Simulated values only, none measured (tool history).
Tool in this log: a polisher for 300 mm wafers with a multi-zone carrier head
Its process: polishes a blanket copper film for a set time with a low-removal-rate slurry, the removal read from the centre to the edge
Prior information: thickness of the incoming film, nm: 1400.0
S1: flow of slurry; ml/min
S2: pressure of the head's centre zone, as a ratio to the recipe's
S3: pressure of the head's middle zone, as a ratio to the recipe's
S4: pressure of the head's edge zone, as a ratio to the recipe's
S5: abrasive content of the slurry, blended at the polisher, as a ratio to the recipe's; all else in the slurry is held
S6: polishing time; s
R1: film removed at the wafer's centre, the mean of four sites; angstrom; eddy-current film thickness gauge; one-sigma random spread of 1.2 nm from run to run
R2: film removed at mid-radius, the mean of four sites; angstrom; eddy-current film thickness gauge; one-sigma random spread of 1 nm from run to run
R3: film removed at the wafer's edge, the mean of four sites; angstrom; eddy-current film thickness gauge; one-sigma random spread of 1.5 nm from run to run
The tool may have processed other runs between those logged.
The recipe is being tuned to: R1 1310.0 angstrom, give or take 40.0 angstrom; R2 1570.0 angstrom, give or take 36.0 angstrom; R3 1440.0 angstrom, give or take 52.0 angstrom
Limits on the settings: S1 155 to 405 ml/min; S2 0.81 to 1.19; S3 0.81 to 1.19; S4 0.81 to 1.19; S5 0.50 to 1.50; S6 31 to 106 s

{"run": 1, "day": 0.0, "S1": 260, "S2": 1.0, "S3": 1.0, "S4": 1.0, "S5": 1.0, "S6": 68, "R1": 1229.8, "R2": 1249.9, "R3": 1258.5}
{"run": 2, "day": 0.229, "S1": 260, "S2": 1.0, "S3": 1.0, "S4": 1.06, "S5": 1.0, "S6": 68, "R1": 1245.3, "R2": 1249.0, "R3": 1296.4}
{"run": 3, "day": 0.417, "S1": 275, "S2": 0.99, "S3": 1.04, "S4": 1.08, "S5": 1.05, "S6": 68, "R1": 1245.5, "R2": 1316.1, "R3": 1311.2}
{"run": 4, "day": 0.696, "S1": 225, "S2": 0.99, "S3": 1.04, "S4": 1.08, "S5": 1.05, "S6": 68, "R1": 1206.2, "R2": 1275.8, "R3": 1311.9}
{"run": 5, "day": 0.808, "S1": 225, "S2": 0.99, "S3": 1.04, "S4": 1.08, "S5": 1.25, "S6": 68, "R1": 1246.3, "R2": 1325.5, "R3": 1353.7}
{"run": 6, "day": 0.833, "S1": 165, "S2": 0.99, "S3": 1.04, "S4": 1.08, "S5": 1.25, "S6": 68, "R1": 1200.1, "R2": 1262.4, "R3": 1319.1}
{"run": 7, "day": 1.004, "S1": 205, "S2": 0.98, "S3": 1.06, "S4": 1.09, "S5": 1.25, "S6": 68, "R1": 1213.7, "R2": 1323.5, "R3": 1334.0}
{"run": 8, "day": 1.121, "S1": 275, "S2": 0.98, "S3": 1.16, "S4": 1.18, "S5": 1.35, "S6": 68, "R1": 1292.9, "R2": 1506.8, "R3": 1470.5}
{"run": 9, "day": 1.288, "S1": 280, "S2": 0.98, "S3": 1.17, "S4": 1.17, "S5": 1.35, "S6": 68, "R1": 1287.3, "R2": 1496.0, "R3": 1444.1}
{"run": 10, "day": 1.438, "S1": 290, "S2": 0.98, "S3": 1.17, "S4": 1.16, "S5": 1.35, "S6": 68, "R1": 1285.1, "R2": 1524.2, "R3": 1462.7}
{"run": 11, "day": 1.6, "S1": 295, "S2": 0.98, "S3": 1.17, "S4": 1.15, "S5": 1.35, "S6": 68, "R1": 1306.5, "R2": 1511.9, "R3": 1421.0}
{"run": 12, "day": 1.708, "S1": 300, "S2": 0.97, "S3": 1.17, "S4": 1.15, "S5": 1.35, "S6": 68, "R1": 1285.1, "R2": 1522.6, "R3": 1424.8}
{"run": 13, "day": 1.746, "S1": 305, "S2": 0.97, "S3": 1.17, "S4": 1.15, "S5": 1.35, "S6": 68, "R1": 1283.0, "R2": 1526.3, "R3": 1464.5}
{"run": 14, "day": 1.958, "S1": 305, "S2": 0.97, "S3": 1.17, "S4": 1.15, "S5": 1.35, "S6": 68, "R1": 1287.1, "R2": 1527.9, "R3": 1423.0}
{"run": 15, "day": 2.054, "S1": 310, "S2": 0.97, "S3": 1.17, "S4": 1.15, "S5": 1.35, "S6": 68, "R1": 1289.5, "R2": 1515.5, "R3": 1429.7}

Of the 4 settings listed for the next run, only one would bring every result within its allowed miss of target. Which one?
{"run": "A", "day": 2.15, "S1": 405, "S2": 1.08, "S3": 1.19, "S4": 1.01, "S5": 1.3, "S6": 65, "R1": "?", "R2": "?", "R3": "?"}
{"run": "B", "day": 2.15, "S1": 370, "S2": 0.83, "S3": 1.17, "S4": 1.17, "S5": 1.25, "S6": 75, "R1": "?", "R2": "?", "R3": "?"}
{"run": "C", "day": 2.15, "S1": 295, "S2": 0.9, "S3": 1.19, "S4": 1.13, "S5": 1.3, "S6": 70, "R1": "?", "R2": "?", "R3": "?"}
{"run": "D", "day": 2.15, "S1": 265, "S2": 0.99, "S3": 1.19, "S4": 1.14, "S5": 1.1, "S6": 72, "R1": "?", "R2": "?", "R3": "?"}

move=A R1=1390.9 R2=1502.8 R3=1294.5
move=B R1=1213.1 R2=1687.4 R3=1589.4
move=C R1=1212.0 R2=1579.0 R3=1445.9
move=D R1=1317.4 R2=1560.0 R3=1439.2
A: the biggest miss grows against the last run
B: takes the result that was furthest off past its target
C: meets the target for the result that was furthest off, but another lies outside its allowed miss
D: all results land within tolerance of their targets
The right move is D.
